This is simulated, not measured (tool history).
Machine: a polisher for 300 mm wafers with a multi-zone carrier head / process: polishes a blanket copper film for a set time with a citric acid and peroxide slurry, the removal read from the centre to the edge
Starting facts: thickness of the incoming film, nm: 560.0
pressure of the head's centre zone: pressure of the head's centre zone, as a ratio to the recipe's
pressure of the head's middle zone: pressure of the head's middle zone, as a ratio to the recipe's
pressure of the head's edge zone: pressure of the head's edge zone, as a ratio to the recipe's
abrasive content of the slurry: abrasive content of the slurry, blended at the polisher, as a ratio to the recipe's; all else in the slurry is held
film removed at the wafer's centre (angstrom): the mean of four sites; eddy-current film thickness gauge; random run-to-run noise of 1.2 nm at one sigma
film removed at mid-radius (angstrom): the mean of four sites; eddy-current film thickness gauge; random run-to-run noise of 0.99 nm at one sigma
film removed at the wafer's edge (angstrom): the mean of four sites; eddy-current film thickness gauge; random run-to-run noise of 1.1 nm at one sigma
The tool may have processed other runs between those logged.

| run | hour | flow of slurry (ml/min) | pressure of the head's centre zone | pressure of the head's middle zone | pressure of the head's edge zone | abrasive content of the slurry | polishing time (s) | film removed at the wafer's centre (angstrom) | film removed at mid-radius (angstrom) | film removed at the wafer's edge (angstrom) |
|---|---|---|---|---|---|---|---|---|---|---|
| 1 | 0 | 245 | 1 | 1 | 1 | 1 | 84 | 1604.3 | 1616.5 | 1627.8 |
| 2 | 1.3 | 245 | 1.03 | 1 | 1 | 1 | 84 | 1655.4 | 1608.9 | 1642.7 |
| 3 | 2.9 | 245 | 1.03 | 0.92 | 1 | 1 | 84 | 1648.9 | 1539.5 | 1635.5 |
| 4 | 11.8 | 245 | 1.03 | 0.88 | 1 | 1 | 84 | 1663.8 | 1485.1 | 1614.6 |
| 5 | 18.5 | 245 | 1.02 | 0.88 | 0.98 | 0.95 | 83 | 1582.3 | 1458.1 | 1606.5 |
| 6 | 22.9 | 245 | 1.03 | 0.9 | 0.97 | 0.9 | 80 | 1511.4 | 1406 | 1488.8 |
| 7 | 31.7 | 220 | 0.93 | 0.91 | 0.87 | 0.65 | 72 | 1165.2 | 1180.6 | 1213.3 |
| 8 | 40 | 220 | 0.93 | 0.92 | 0.86 | 0.65 | 72 | 1150.7 | 1193.8 | 1195.3 |
| 9 | 48.5 | 220 | 0.93 | 0.92 | 0.85 | 0.65 | 72 | 1151.3 | 1208.1 | 1214.8 |
| 10 | 50.7 | 205 | 0.97 | 0.96 | 0.81 | 0.5 | 69 | 1091.9 | 1107.7 | 1061.1 |
| 11 | 56.4 | 210 | 0.97 | 0.96 | 0.81 | 0.5 | 69 | 1101.2 | 1117.2 | 1061.8 |

For run 12, what comes out?
| 12 | 59.7 | 210 | 0.97 | 0.96 | 0.81 | 0.5 | 69 | ? | ? | ? |

{"run 12": {"film removed at the wafer's centre (angstrom)": 1100.1, "film removed at mid-radius (angstrom)": 1108.3, "film removed at the wafer's edge (angstrom)": 1064.2}}

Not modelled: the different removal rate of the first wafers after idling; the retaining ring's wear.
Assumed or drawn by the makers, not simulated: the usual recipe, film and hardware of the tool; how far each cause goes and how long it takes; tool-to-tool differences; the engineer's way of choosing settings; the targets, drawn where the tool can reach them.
